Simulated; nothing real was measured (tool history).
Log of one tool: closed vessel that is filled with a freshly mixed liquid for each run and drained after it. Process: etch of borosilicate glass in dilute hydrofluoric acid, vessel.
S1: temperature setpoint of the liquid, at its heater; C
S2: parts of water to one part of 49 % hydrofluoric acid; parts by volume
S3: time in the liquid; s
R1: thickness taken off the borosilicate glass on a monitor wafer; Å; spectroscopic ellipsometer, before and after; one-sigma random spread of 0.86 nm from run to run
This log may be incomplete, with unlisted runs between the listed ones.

run	hour	S1	S2	S3	R1
1	0	23	170	270	802.03
2	1.5	23	195	270	682.34
3	9.6	23	195	290	733.68
4	17.7	23	245	290	556.61
5	26	25	225	290	661.02
6	27.2	26.5	225	290	701

For run 7, what comes out?
7	35.4	27.5	210	290	?

R1: 790.48 Å
